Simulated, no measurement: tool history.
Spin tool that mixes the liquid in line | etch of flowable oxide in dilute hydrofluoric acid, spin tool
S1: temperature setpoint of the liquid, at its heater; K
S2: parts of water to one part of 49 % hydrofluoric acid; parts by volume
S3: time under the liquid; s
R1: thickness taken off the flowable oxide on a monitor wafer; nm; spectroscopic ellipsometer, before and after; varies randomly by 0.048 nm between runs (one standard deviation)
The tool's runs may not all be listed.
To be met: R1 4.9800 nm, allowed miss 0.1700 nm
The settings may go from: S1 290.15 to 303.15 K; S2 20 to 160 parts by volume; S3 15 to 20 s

| run | hour | S1 | S2 | S3 | R1 |
|---|---|---|---|---|---|
| 1 | 0.0 | 295.15 | 90 | 20 | 6.9692 |
| 2 | 6.7 | 295.15 | 90 | 15 | 5.2280 |
| 3 | 7.9 | 292.15 | 90 | 15 | 4.6631 |
| 4 | 12.6 | 290.15 | 90 | 15 | 4.2392 |
| 5 | 18.3 | 290.15 | 90 | 15 | 4.3248 |
| 6 | 22.5 | 290.65 | 90 | 15 | 4.3368 |
| 7 | 25.4 | 291.15 | 90 | 15 | 4.4948 |
| 8 | 33.3 | 291.65 | 90 | 15 | 4.6095 |
| 9 | 35.0 | 292.65 | 90 | 15 | 4.7823 |

Of the 4 settings listed for the next run, only one would bring every result within its allowed miss of target. Which one?
| A | 36.7 | 292.15 | 110 | 20 | ? |
| B | 36.7 | 296.15 | 105 | 15 | ? |
| C | 36.7 | 291.15 | 90 | 15 | ? |
| D | 36.7 | 290.15 | 85 | 15 | ? |

| move | R1 |
|---|---|
| A | 4.8707 |
| B | 4.5239 |
| C | 4.3819 |
| D | 4.4729 |
A: all results in spec
B: further off than the last run
C: further off than the last run
D: further off than the last run
Go with A: it meets all targets.
